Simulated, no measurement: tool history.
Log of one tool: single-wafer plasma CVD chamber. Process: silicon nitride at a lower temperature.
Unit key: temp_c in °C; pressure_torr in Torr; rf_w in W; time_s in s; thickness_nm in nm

Run 1, hour 0: temp_c 375 °C, pressure_torr 2.05 Torr, rf_w 280 W, time_s 23.7 s. Result: thickness_nm 28.095 nm.
Run 2, hour 8.3: temp_c 375 °C, pressure_torr 2.12 Torr, rf_w 280 W, time_s 23.7 s. Result: thickness_nm 28.036 nm.
Run 3, hour 16.2: temp_c 375 °C, pressure_torr 2.17 Torr, rf_w 285 W, time_s 23.7 s. Result: thickness_nm 29.103 nm.
Run 4, hour 22.1: temp_c 375 °C, pressure_torr 2.17 Torr, rf_w 320 W, time_s 23.7 s. Result: thickness_nm 32.031 nm.
Run 5, hour 23.8: temp_c 375 °C, pressure_torr 2.17 Torr, rf_w 345 W, time_s 23.7 s. Result: thickness_nm 33.871 nm.
Run 6, hour 28.1: temp_c 375 °C, pressure_torr 2.1 Torr, rf_w 345 W, time_s 23.7 s. Result: thickness_nm 33.571 nm.
Run 7, hour 30.1: temp_c 375 °C, pressure_torr 2.04 Torr, rf_w 345 W, time_s 23.7 s. Result: thickness_nm 32.962 nm.

What does the tool deliver on the next run?
Run 8, hour 32.1: temp_c 375 °C, pressure_torr 2 Torr, rf_w 345 W, time_s 23.7 s. Result: thickness_nm ?.

thickness_nm: 32.695 nm
